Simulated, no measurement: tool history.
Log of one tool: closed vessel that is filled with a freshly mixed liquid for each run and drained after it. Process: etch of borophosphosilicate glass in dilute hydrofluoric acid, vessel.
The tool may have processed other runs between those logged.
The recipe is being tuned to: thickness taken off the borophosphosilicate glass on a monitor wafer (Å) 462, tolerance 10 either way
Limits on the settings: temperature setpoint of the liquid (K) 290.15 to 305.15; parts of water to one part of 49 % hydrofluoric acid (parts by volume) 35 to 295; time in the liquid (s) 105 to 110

run	hour	temperature setpoint of the liquid (K)	parts of water to one part of 49 % hydrofluoric acid (parts by volume)	time in the liquid (s)	thickness taken off the borophosphosilicate glass on a monitor wafer (Å)
1	0	297.15	165	105	420.44
2	1.3	297.65	165	105	424.57
3	6.8	298.15	165	105	436.44
4	11.7	298.65	165	105	444.89
5	16.7	295.15	165	105	386.68
6	24.8	296.65	165	105	414.85
7	31.6	297.65	165	105	427.55
8	38.3	298.15	165	105	436.58
9	41.4	298.15	165	105	432.92
10	48.9	298.65	165	105	443.79
11	49.8	299.15	165	105	451.41

Which single option among these 4 for the next run brings every result within its allowed miss of target? Just one does.
A	50.7	295.65	160	110	?
B	50.7	293.65	140	105	?
C	50.7	295.15	150	105	?
D	50.7	300.65	175	110	?

move	thickness taken off the borophosphosilicate glass on a monitor wafer (Å)
A	430.1
B	443.28
C	434.22
D	465.98
A: lands further from the targets than the last run did
B: lands further from the targets than the last run did
C: lands further from the targets than the last run did
D: every result within its allowed miss
Answer: D
